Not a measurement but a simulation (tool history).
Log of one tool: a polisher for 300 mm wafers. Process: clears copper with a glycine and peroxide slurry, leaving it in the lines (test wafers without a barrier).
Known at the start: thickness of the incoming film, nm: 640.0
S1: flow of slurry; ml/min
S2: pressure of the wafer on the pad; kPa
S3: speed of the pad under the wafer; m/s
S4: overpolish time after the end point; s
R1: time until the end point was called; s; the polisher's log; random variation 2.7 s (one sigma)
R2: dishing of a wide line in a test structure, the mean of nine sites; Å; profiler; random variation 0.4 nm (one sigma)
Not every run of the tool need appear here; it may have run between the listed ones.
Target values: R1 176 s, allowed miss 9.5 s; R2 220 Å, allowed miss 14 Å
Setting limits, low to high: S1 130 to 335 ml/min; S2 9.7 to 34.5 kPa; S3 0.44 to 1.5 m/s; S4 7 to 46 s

run  hour   S1    S2    S3  S4      R1      R2
  1     0  215  22.1  0.96  24  137.27   794.1
  2   0.9  190  18.6  0.98  19  156.65  585.62
  3   8.9  175  15.9  1.02  16  171.48   470.4
  4  14.6  175  15.9   0.8  16  209.63  402.07
  5  17.5  160  13.8   0.9  13  216.48  323.63
  6  25.8  160  13.8   0.9  18  217.81  446.35
  7  33.8  210  15.2   0.8  15  220.16   364.1
  8  41.6  245  15.2  0.84  13  198.92  343.25
  9  43.5  270  13.8   0.9  11  204.19  276.98
 10  44.2  290  13.1  0.96  10  196.79   268.8
     46.4  -- slurry nozzle cleaned
 11  46.4  305  12.4  1.04   9  187.16  250.61

Of the 4 settings listed for the next run, only one would bring every result within its allowed miss of target. Which one?
  A  48.6  320  15.2  0.94   9   ?   ?
  B  48.6  325  15.2  1.16   7   ?   ?
  C  48.6  330   9.7  1.28   7   ?   ?
  D  48.6  310  13.8  1.06   7   ?   ?

move      R1      R2
   A  177.53  270.42
   B  150.05  249.69
   C  197.67  191.55
   D   174.5   216.9
A: further off than the last run
B: further off than the last run
C: takes the biggest miss from the last run beyond its target
D: in spec on every target
Go with D: it meets all targets.
